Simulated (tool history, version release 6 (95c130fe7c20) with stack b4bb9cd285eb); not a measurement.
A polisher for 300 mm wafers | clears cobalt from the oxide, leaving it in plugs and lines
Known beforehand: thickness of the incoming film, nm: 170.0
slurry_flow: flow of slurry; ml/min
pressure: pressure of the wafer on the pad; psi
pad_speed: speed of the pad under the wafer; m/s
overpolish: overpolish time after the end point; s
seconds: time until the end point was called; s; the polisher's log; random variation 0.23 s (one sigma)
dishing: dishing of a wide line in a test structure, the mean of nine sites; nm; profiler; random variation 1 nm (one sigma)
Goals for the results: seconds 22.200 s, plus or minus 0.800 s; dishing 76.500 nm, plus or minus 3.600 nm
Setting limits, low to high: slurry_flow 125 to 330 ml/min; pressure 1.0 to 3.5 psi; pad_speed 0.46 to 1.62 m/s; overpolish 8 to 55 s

run 1 hour=0.0 | slurry_flow=210 pressure=2.2 pad_speed=1.04 overpolish=28 | seconds=28.649 dishing=78.347
run 2 hour=6.7 | slurry_flow=215 pressure=2.4 pad_speed=1.04 overpolish=25 | seconds=26.922 dishing=76.060
run 3 hour=14.5 | slurry_flow=215 pressure=2.5 pad_speed=1.04 overpolish=24 | seconds=25.345 dishing=79.747
run 4 hour=15.4 | slurry_flow=215 pressure=2.5 pad_speed=1.04 overpolish=35 | seconds=25.392 dishing=83.674
run 5 hour=22.7 | slurry_flow=215 pressure=2.6 pad_speed=1.04 overpolish=30 | seconds=24.828 dishing=80.883
run 6 hour=27.7 | slurry_flow=215 pressure=3.0 pad_speed=1.04 overpolish=30 | seconds=21.684 dishing=84.736
run 7 hour=32.2 | slurry_flow=215 pressure=3.0 pad_speed=1.04 overpolish=26 | seconds=21.514 dishing=82.473
run 8 hour=35.8 | slurry_flow=215 pressure=3.0 pad_speed=1.04 overpolish=23 | seconds=20.786 dishing=78.886

Which of these 4 next moves meets every target?
run A hour=39.4 | slurry_flow=165 pressure=3.4 pad_speed=0.92 overpolish=21 | seconds=? dishing=?
run B hour=39.4 | slurry_flow=180 pressure=3.2 pad_speed=0.90 overpolish=22 | seconds=? dishing=?
run C hour=39.4 | slurry_flow=200 pressure=2.8 pad_speed=1.16 overpolish=19 | seconds=? dishing=?
run D hour=39.4 | slurry_flow=175 pressure=2.9 pad_speed=1.14 overpolish=19 | seconds=? dishing=?

move=A seconds=22.100 dishing=77.037
move=B seconds=23.595 dishing=76.692
move=C seconds=20.679 dishing=76.316
move=D seconds=20.759 dishing=76.225
A: every result within its allowed miss
B: takes the result that was furthest off past its target
C: further off than the last run
D: no better and no worse than the last run
So the answer is move A, the one that meets all the targets.
